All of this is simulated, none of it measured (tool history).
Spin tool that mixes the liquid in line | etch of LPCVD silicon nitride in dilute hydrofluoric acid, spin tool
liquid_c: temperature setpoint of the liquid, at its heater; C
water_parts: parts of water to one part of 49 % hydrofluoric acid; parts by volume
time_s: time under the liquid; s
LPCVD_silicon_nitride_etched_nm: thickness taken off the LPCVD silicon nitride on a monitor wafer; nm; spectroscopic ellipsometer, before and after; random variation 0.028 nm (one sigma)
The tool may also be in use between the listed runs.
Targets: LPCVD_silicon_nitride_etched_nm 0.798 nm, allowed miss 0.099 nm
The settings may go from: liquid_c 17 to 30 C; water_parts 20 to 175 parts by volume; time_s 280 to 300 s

run    day  liquid_c  water_parts  time_s  LPCVD_silicon_nitride_etched_nm
  1      0        22           95     280                           1.2618
  2    0.3        22           95     280                           1.2144
  3  0.438        22           65     280                           1.8494
  4   0.65        24           65     280                           2.1437
  5  0.733        24           65     300                           2.0706
  6  1.025      23.5           70     300                           1.9278
  7  1.275        23           75     300                           1.9054
  8  1.604        23           80     300                           1.6561
  9  1.704        23           80     300                           1.6288
 10  2.062        23           85     300                           1.6062
 11  2.329      22.5           90     300                           1.4174
 12  2.438      22.5           95     300                           1.4137
 13  2.492      22.5          100     300                           1.2811
 14  2.808      22.5          105     300                           1.2855
 15   3.15        22          105     300                           1.1442
 16    3.3      21.5          105     300                           1.1244
 17  3.375        21          105     300                           1.1263
 18  3.596        20          115     295                          0.99037

5 next moves are on the table. One of them brings every result within its allowed miss. Which?
  A  3.817      21.5          120     300                                ?
  B  3.817        20           80     300                                ?
  C  3.817      20.5          130     280                                ?
  D  3.817      19.5           90     300                                ?
  E  3.817      19.5           95     295                                ?

move  LPCVD_silicon_nitride_etched_nm
   A                           1.0141
   B                           1.3621
   C                          0.81862
   D                           1.1733
   E                           1.0945
A: further off than the last run
B: further off than the last run
C: meets every target
D: further off than the last run
E: further off than the last run
Move C is the one to make.
